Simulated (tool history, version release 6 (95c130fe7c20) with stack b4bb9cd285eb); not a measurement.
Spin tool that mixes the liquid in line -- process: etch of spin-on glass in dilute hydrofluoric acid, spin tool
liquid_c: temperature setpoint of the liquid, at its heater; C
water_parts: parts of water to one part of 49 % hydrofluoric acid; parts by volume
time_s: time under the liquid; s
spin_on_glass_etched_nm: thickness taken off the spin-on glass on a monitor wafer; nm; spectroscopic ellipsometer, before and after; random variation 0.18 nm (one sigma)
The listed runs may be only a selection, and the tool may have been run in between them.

{"run": 1, "hour": 0.0, "liquid_c": 25.0, "water_parts": 155, "time_s": 50, "spin_on_glass_etched_nm": 11.138}
{"run": 2, "hour": 2.3, "liquid_c": 22.0, "water_parts": 155, "time_s": 50, "spin_on_glass_etched_nm": 9.9123}
{"run": 3, "hour": 11.2, "liquid_c": 22.0, "water_parts": 155, "time_s": 50, "spin_on_glass_etched_nm": 9.9955}
{"run": 4, "hour": 15.2, "liquid_c": 22.0, "water_parts": 155, "time_s": 50, "spin_on_glass_etched_nm": 9.9065}
{"run": 5, "hour": 22.6, "liquid_c": 23.5, "water_parts": 135, "time_s": 50, "spin_on_glass_etched_nm": 12.436}
{"run": 6, "hour": 31.3, "liquid_c": 25.0, "water_parts": 120, "time_s": 50, "spin_on_glass_etched_nm": 15.057}
{"run": 7, "hour": 38.7, "liquid_c": 26.0, "water_parts": 110, "time_s": 50, "spin_on_glass_etched_nm": 17.378}
{"run": 8, "hour": 44.1, "liquid_c": 27.0, "water_parts": 100, "time_s": 50, "spin_on_glass_etched_nm": 20.153}
{"hour": 44.7, "done": "hydrofluoric acid flow meter replaced"}
{"run": 9, "hour": 44.7, "liquid_c": 28.0, "water_parts": 90, "time_s": 50, "spin_on_glass_etched_nm": 25.739}
{"run": 10, "hour": 50.8, "liquid_c": 28.5, "water_parts": 90, "time_s": 50, "spin_on_glass_etched_nm": 26.294}
{"run": 11, "hour": 58.7, "liquid_c": 29.0, "water_parts": 90, "time_s": 50, "spin_on_glass_etched_nm": 26.681}

Run 12 has not been measured yet. What should we expect?
{"run": 12, "hour": 61.4, "liquid_c": 29.5, "water_parts": 85, "time_s": 50, "spin_on_glass_etched_nm": "?"}

Run 12 gave spin_on_glass_etched_nm 28.9500 nm.
